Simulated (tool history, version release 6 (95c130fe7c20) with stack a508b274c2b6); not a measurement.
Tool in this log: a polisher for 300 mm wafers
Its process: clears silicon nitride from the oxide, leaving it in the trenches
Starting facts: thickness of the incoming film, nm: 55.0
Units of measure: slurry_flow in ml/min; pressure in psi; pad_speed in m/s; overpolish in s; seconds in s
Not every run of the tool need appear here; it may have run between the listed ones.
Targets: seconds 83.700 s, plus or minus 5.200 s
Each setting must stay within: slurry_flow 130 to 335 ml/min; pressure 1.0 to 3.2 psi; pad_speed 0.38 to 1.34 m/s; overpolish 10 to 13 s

run	day	slurry_flow	pressure	pad_speed	overpolish	seconds
1	0.000	215	2.1	0.86	13	115.930
2	0.292	260	2.1	0.86	13	113.700
3	0.354	260	2.2	0.86	13	107.300
4	0.700	260	2.3	0.86	13	105.610
5	0.946	260	2.4	0.88	13	98.951
6	1.092	260	2.5	0.88	13	99.585
7	1.346	260	2.6	0.90	13	90.586
8	1.600	260	2.7	0.90	13	89.747

Which single option among these 5 for the next run brings every result within its allowed miss of target? Just one does.
A	1.854	280	2.7	0.80	13	?
B	1.854	295	2.7	0.96	10	?
C	1.854	245	2.7	0.88	13	?
D	1.854	255	2.7	0.88	11	?
E	1.854	290	2.3	0.90	10	?

move	seconds
A	103.950
B	86.649
C	96.159
D	95.721
E	102.500
A: lands further from the targets than the last run did
B: all results in spec
C: lands further from the targets than the last run did
D: lands further from the targets than the last run did
E: lands further from the targets than the last run did
B is the move that brings every result within its allowed miss.

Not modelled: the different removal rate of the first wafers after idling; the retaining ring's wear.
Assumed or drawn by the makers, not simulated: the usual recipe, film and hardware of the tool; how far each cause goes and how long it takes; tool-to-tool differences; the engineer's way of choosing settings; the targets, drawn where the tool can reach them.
